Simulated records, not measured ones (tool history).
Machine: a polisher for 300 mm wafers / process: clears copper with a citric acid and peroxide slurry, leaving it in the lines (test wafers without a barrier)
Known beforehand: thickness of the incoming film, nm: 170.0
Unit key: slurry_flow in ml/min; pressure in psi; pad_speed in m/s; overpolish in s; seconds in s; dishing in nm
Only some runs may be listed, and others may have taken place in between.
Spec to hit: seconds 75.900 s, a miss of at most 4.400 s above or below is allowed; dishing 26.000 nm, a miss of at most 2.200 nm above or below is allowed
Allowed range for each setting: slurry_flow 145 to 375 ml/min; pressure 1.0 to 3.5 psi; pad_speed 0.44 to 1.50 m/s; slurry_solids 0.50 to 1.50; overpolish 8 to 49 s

{"run": 1, "day": 0.0, "slurry_flow": 240, "pressure": 2.2, "pad_speed": 0.96, "slurry_solids": 1.0, "overpolish": 25, "seconds": 111.72, "dishing": 20.725}
{"run": 2, "day": 0.167, "slurry_flow": 190, "pressure": 2.2, "pad_speed": 0.96, "slurry_solids": 1.0, "overpolish": 25, "seconds": 110.15, "dishing": 19.537}
{"run": 3, "day": 0.542, "slurry_flow": 190, "pressure": 2.2, "pad_speed": 0.96, "slurry_solids": 1.0, "overpolish": 15, "seconds": 111.57, "dishing": 14.423}
{"run": 4, "day": 0.842, "slurry_flow": 195, "pressure": 2.4, "pad_speed": 0.96, "slurry_solids": 1.0, "overpolish": 18, "seconds": 102.11, "dishing": 17.528}
{"run": 5, "day": 1.2, "slurry_flow": 195, "pressure": 2.4, "pad_speed": 0.96, "slurry_solids": 0.85, "overpolish": 18, "seconds": 107.8, "dishing": 16.34}
{"run": 6, "day": 1.458, "slurry_flow": 195, "pressure": 2.6, "pad_speed": 0.96, "slurry_solids": 0.85, "overpolish": 20, "seconds": 100.29, "dishing": 18.672}
{"run": 7, "day": 1.542, "slurry_flow": 195, "pressure": 2.7, "pad_speed": 0.96, "slurry_solids": 0.85, "overpolish": 21, "seconds": 96.226, "dishing": 19.622}
{"run": 8, "day": 1.588, "slurry_flow": 195, "pressure": 2.8, "pad_speed": 0.96, "slurry_solids": 0.85, "overpolish": 22, "seconds": 95.757, "dishing": 20.657}

Exercise: of the 5 proposed moves below, exactly one satisfies all targets within the stated allowed misses. Which move is it?
{"run": "A", "day": 1.633, "slurry_flow": 230, "pressure": 2.9, "pad_speed": 1.12, "slurry_solids": 0.95, "overpolish": 32, "seconds": "?", "dishing": "?"}
{"run": "B", "day": 1.633, "slurry_flow": 235, "pressure": 3.0, "pad_speed": 1.24, "slurry_solids": 1.15, "overpolish": 33, "seconds": "?", "dishing": "?"}
{"run": "C", "day": 1.633, "slurry_flow": 155, "pressure": 2.8, "pad_speed": 1.02, "slurry_solids": 0.95, "overpolish": 27, "seconds": "?", "dishing": "?"}
{"run": "D", "day": 1.633, "slurry_flow": 210, "pressure": 3.1, "pad_speed": 1.12, "slurry_solids": 0.55, "overpolish": 35, "seconds": "?", "dishing": "?"}
{"run": "E", "day": 1.633, "slurry_flow": 220, "pressure": 2.7, "pad_speed": 1.02, "slurry_solids": 1.0, "overpolish": 22, "seconds": "?", "dishing": "?"}

move=A seconds=75.083 dishing=25.588
move=B seconds=63.364 dishing=26.817
move=C seconds=86.335 dishing=23.057
move=D seconds=83.589 dishing=25.523
move=E seconds=85.693 dishing=21.123
A: each result inside its tolerance
B: pushes the last run's worst result past its target
C: nearer than the last run, and not there yet
D: nearer than the last run, and not there yet
E: nearer than the last run, and not there yet
Move A is the one to make.

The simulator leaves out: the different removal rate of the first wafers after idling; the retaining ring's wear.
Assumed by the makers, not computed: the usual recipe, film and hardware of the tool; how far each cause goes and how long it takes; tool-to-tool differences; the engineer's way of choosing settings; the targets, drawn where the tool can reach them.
